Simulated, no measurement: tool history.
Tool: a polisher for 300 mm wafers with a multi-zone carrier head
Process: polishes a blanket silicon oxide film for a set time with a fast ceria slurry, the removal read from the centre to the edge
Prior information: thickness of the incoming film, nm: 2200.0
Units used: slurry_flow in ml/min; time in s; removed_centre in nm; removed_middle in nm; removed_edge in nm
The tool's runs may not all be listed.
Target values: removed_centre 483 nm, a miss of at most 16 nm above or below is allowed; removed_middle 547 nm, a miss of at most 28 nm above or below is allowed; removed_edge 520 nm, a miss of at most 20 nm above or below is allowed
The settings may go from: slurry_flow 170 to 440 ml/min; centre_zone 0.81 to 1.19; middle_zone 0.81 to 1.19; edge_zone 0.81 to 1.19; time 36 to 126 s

Run 1, hour 0: slurry_flow 280 ml/min, centre_zone 1, middle_zone 1, edge_zone 1, time 81 s. Result: removed_centre 756.1 nm, removed_middle 776.72 nm, removed_edge 731.14 nm.
Run 2, hour 2.2: slurry_flow 275 ml/min, centre_zone 0.97, middle_zone 0.99, edge_zone 0.98, time 76 s. Result: removed_centre 694.39 nm, removed_middle 719.01 nm, removed_edge 691.82 nm.
Run 3, hour 9.2: slurry_flow 275 ml/min, centre_zone 0.95, middle_zone 1, edge_zone 0.97, time 71 s. Result: removed_centre 632.66 nm, removed_middle 658.88 nm, removed_edge 660.29 nm.
Run 4, hour 15.4: slurry_flow 275 ml/min, centre_zone 0.95, middle_zone 1.03, edge_zone 0.96, time 67 s. Result: removed_centre 600.81 nm, removed_middle 661.03 nm, removed_edge 610.09 nm.
Run 5, hour 16.9: slurry_flow 275 ml/min, centre_zone 0.94, middle_zone 1.03, edge_zone 0.95, time 65 s. Result: removed_centre 588.35 nm, removed_middle 642.52 nm, removed_edge 585.19 nm.
Run 6, hour 22.1: slurry_flow 275 ml/min, centre_zone 0.94, middle_zone 1.03, edge_zone 1.01, time 65 s. Result: removed_centre 573.59 nm, removed_middle 634.26 nm, removed_edge 599.4 nm.
Run 7, hour 26.7: slurry_flow 275 ml/min, centre_zone 0.93, middle_zone 1.03, edge_zone 1.01, time 63 s. Result: removed_centre 546.63 nm, removed_middle 612.46 nm, removed_edge 579.2 nm.
Run 8, hour 33.8: slurry_flow 275 ml/min, centre_zone 0.93, middle_zone 1.03, edge_zone 1.01, time 61 s. Result: removed_centre 539.1 nm, removed_middle 589.62 nm, removed_edge 569.91 nm.
Run 9, hour 41.3: slurry_flow 255 ml/min, centre_zone 0.87, middle_zone 1, edge_zone 0.92, time 56 s. Result: removed_centre 458.94 nm, removed_middle 515.01 nm, removed_edge 499.71 nm.
Run 10, hour 48.2: slurry_flow 265 ml/min, centre_zone 0.87, middle_zone 1, edge_zone 0.93, time 56 s. Result: removed_centre 458.65 nm, removed_middle 521.58 nm, removed_edge 502.42 nm.
Run 11, hour 49.5: slurry_flow 270 ml/min, centre_zone 0.87, middle_zone 1, edge_zone 0.94, time 56 s. Result: removed_centre 466.29 nm, removed_middle 539.74 nm, removed_edge 507.12 nm.

Exercise: of the 5 proposed moves below, exactly one satisfies all targets within the stated allowed misses. Which move is it?
Run A, hour 50.8: slurry_flow 290 ml/min, centre_zone 0.9, middle_zone 0.99, edge_zone 0.92, time 53 s. Result: removed_centre ?, removed_middle ?, removed_edge ?.
Run B, hour 50.8: slurry_flow 310 ml/min, centre_zone 0.81, middle_zone 1.01, edge_zone 0.97, time 56 s. Result: removed_centre ?, removed_middle ?, removed_edge ?.
Run C, hour 50.8: slurry_flow 360 ml/min, centre_zone 0.92, middle_zone 1.05, edge_zone 0.89, time 58 s. Result: removed_centre ?, removed_middle ?, removed_edge ?.
Run D, hour 50.8: slurry_flow 350 ml/min, centre_zone 0.9, middle_zone 1.05, edge_zone 0.93, time 53 s. Result: removed_centre ?, removed_middle ?, removed_edge ?.
Run E, hour 50.8: slurry_flow 325 ml/min, centre_zone 0.93, middle_zone 1.06, edge_zone 1.04, time 54 s. Result: removed_centre ?, removed_middle ?, removed_edge ?.

move  removed_centre  removed_middle  removed_edge
   A          464.75          508.39         471.2
   B          455.12          550.39        513.05
   C          530.13          597.29        515.81
   D          474.62          544.46        480.06
   E          492.85          555.22        513.22
A: the biggest miss grows against the last run
B: the biggest miss grows against the last run
C: carries the result that was furthest off beyond its target, to the other side
D: gets the furthest-off result to its target, but another result is out of tolerance
E: every result within its allowed miss
Move E is the one to make.
